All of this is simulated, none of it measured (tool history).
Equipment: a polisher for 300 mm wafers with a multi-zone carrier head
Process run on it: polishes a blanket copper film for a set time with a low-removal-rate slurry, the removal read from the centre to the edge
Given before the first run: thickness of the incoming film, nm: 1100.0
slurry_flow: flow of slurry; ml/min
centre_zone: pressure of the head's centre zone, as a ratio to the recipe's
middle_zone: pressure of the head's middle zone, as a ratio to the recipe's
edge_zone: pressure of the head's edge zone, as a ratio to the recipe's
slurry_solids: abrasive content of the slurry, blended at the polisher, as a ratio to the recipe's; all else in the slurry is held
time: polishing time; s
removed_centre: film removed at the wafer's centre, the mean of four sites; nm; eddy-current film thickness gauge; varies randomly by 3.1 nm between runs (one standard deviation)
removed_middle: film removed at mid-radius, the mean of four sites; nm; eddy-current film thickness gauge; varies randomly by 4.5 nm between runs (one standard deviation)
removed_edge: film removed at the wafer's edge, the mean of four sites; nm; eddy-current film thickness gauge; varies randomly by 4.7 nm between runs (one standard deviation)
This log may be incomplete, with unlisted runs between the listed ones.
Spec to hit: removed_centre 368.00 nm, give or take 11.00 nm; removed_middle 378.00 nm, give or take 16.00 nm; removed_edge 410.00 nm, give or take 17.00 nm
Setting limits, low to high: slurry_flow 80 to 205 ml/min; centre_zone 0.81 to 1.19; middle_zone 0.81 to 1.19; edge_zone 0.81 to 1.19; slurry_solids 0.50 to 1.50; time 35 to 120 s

{"run": 1, "hour": 0.0, "slurry_flow": 135, "centre_zone": 1.0, "middle_zone": 1.0, "edge_zone": 1.0, "slurry_solids": 1.0, "time": 77, "removed_centre": 347.63, "removed_middle": 341.67, "removed_edge": 325.0}
{"run": 2, "hour": 6.5, "slurry_flow": 135, "centre_zone": 1.0, "middle_zone": 0.94, "edge_zone": 1.0, "slurry_solids": 1.0, "time": 77, "removed_centre": 342.14, "removed_middle": 320.75, "removed_edge": 327.7}
{"run": 3, "hour": 11.5, "slurry_flow": 135, "centre_zone": 1.0, "middle_zone": 0.87, "edge_zone": 1.0, "slurry_solids": 1.0, "time": 77, "removed_centre": 346.47, "removed_middle": 307.79, "removed_edge": 329.48}
{"run": 4, "hour": 14.4, "slurry_flow": 135, "centre_zone": 1.0, "middle_zone": 0.87, "edge_zone": 1.0, "slurry_solids": 0.9, "time": 77, "removed_centre": 329.13, "removed_middle": 300.09, "removed_edge": 314.93}
{"run": 5, "hour": 22.0, "slurry_flow": 135, "centre_zone": 1.0, "middle_zone": 0.87, "edge_zone": 0.95, "slurry_solids": 0.9, "time": 77, "removed_centre": 331.08, "removed_middle": 302.35, "removed_edge": 307.62}
{"run": 6, "hour": 29.1, "slurry_flow": 135, "centre_zone": 0.92, "middle_zone": 0.87, "edge_zone": 0.95, "slurry_solids": 0.9, "time": 77, "removed_centre": 303.78, "removed_middle": 299.76, "removed_edge": 317.0}
{"run": 7, "hour": 31.0, "slurry_flow": 145, "centre_zone": 0.91, "middle_zone": 0.89, "edge_zone": 0.98, "slurry_solids": 1.0, "time": 77, "removed_centre": 319.95, "removed_middle": 309.84, "removed_edge": 327.7}
{"run": 8, "hour": 33.8, "slurry_flow": 145, "centre_zone": 0.9, "middle_zone": 0.92, "edge_zone": 1.0, "slurry_solids": 1.1, "time": 78, "removed_centre": 327.71, "removed_middle": 337.28, "removed_edge": 345.94}
{"run": 9, "hour": 38.7, "slurry_flow": 150, "centre_zone": 0.9, "middle_zone": 0.92, "edge_zone": 1.03, "slurry_solids": 1.15, "time": 78, "removed_centre": 337.86, "removed_middle": 344.84, "removed_edge": 358.15}
{"run": 10, "hour": 46.9, "slurry_flow": 155, "centre_zone": 0.9, "middle_zone": 0.92, "edge_zone": 1.06, "slurry_solids": 1.15, "time": 78, "removed_centre": 338.53, "removed_middle": 346.09, "removed_edge": 357.39}
{"run": 11, "hour": 49.1, "slurry_flow": 155, "centre_zone": 0.89, "middle_zone": 0.91, "edge_zone": 1.07, "slurry_solids": 1.2, "time": 78, "removed_centre": 334.52, "removed_middle": 347.91, "removed_edge": 363.66}
{"run": 12, "hour": 53.4, "slurry_flow": 160, "centre_zone": 0.89, "middle_zone": 0.9, "edge_zone": 1.08, "slurry_solids": 1.25, "time": 78, "removed_centre": 341.49, "removed_middle": 342.94, "removed_edge": 373.27}
{"run": 13, "hour": 56.5, "slurry_flow": 165, "centre_zone": 0.89, "middle_zone": 0.91, "edge_zone": 1.09, "slurry_solids": 1.3, "time": 78, "removed_centre": 347.99, "removed_middle": 362.22, "removed_edge": 379.39}
{"run": 14, "hour": 57.8, "slurry_flow": 170, "centre_zone": 0.89, "middle_zone": 0.9, "edge_zone": 1.1, "slurry_solids": 1.35, "time": 78, "removed_centre": 348.36, "removed_middle": 368.05, "removed_edge": 391.69}

Consider the 5 candidate settings below. Which is the only one whose results all fall within their allowed miss of target?
{"run": "A", "hour": 59.1, "slurry_flow": 155, "centre_zone": 0.9, "middle_zone": 0.82, "edge_zone": 1.08, "slurry_solids": 1.35, "time": 77, "removed_centre": "?", "removed_middle": "?", "removed_edge": "?"}
{"run": "B", "hour": 59.1, "slurry_flow": 185, "centre_zone": 0.86, "middle_zone": 1.04, "edge_zone": 1.07, "slurry_solids": 1.45, "time": 80, "removed_centre": "?", "removed_middle": "?", "removed_edge": "?"}
{"run": "C", "hour": 59.1, "slurry_flow": 165, "centre_zone": 0.9, "middle_zone": 0.92, "edge_zone": 1.17, "slurry_solids": 1.25, "time": 82, "removed_centre": "?", "removed_middle": "?", "removed_edge": "?"}
{"run": "D", "hour": 59.1, "slurry_flow": 175, "centre_zone": 0.88, "middle_zone": 1.12, "edge_zone": 1.02, "slurry_solids": 1.3, "time": 77, "removed_centre": "?", "removed_middle": "?", "removed_edge": "?"}
{"run": "E", "hour": 59.1, "slurry_flow": 170, "centre_zone": 0.93, "middle_zone": 0.89, "edge_zone": 1.1, "slurry_solids": 1.25, "time": 83, "removed_centre": "?", "removed_middle": "?", "removed_edge": "?"}

move=A removed_centre=350.14 removed_middle=329.42 removed_edge=374.01
move=B removed_centre=367.18 removed_middle=425.54 removed_edge=402.83
move=C removed_centre=369.24 removed_middle=375.37 removed_edge=405.29
move=D removed_centre=347.09 removed_middle=415.28 removed_edge=365.75
move=E removed_centre=388.41 removed_middle=373.07 removed_edge=401.37
A: moves away from the targets compared with the last run
B: the furthest-off result lands on target, but another misses its tolerance
C: every result within its allowed miss
D: moves away from the targets compared with the last run
E: pushes the last run's worst result past its target
C meets every target.
